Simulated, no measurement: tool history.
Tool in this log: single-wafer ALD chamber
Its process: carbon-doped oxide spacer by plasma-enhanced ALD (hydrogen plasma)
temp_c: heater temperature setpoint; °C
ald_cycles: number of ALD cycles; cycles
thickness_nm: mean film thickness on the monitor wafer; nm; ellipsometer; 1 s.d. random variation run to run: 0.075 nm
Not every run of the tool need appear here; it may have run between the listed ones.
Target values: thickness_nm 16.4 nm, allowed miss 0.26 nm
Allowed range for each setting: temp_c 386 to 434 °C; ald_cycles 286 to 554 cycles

run    day  temp_c  ald_cycles  thickness_nm
  1      0     410         420        20.144
  2  0.062     410         450        21.811
  3  0.279     410         417        20.085
  4  0.517     415         397        18.836
  5  0.779     418         383        18.108
  6  1.054     426         383        17.726
  7  1.175     426         383        17.628
     1.233  -- thermocouple changed; heater temperature recalibrated
  8  1.233     428         376        17.343
  9  1.575     429         370        17.023

Which of these 5 next moves meets every target?
  A  1.917     418         372             ?
  B  1.917     429         356             ?
  C  1.917     427         379             ?
  D  1.917     419         337             ?
  E  1.917     433         348             ?

move  thickness_nm
   A        17.798
   B        16.453
   C        17.628
   D        16.073
   E        15.877
A: lands further from the targets than the last run did
B: every result lands within tolerance
C: lands further from the targets than the last run did
D: the result that was furthest off in the last run now lies on the other side of its target
E: the result that was furthest off in the last run now lies on the other side of its target
Move B is the one to make.
